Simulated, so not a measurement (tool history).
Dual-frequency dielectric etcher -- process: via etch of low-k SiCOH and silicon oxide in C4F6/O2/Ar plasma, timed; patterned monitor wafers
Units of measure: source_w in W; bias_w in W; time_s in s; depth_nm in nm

run	day	source_w	bias_w	time_s	depth_nm
1	0	480	172	33.5	84.089
2	0.112	530	180	33.5	89.979
3	0.204	530	180	33.5	90.224
4	0.404	530	167	33.5	87.021
5	0.65	530	196	33.5	91.978
6	0.746	530	196	31	85.974
7	1.117	570	203	31	89.491
8	1.171	590	212	31.5	94.276
9	1.304	610	214	31.5	94.766

Run 10 has not been measured yet. What should we expect?
10	1.667	610	214	31.5	?

{"run 10": {"depth_nm": 95.404}}
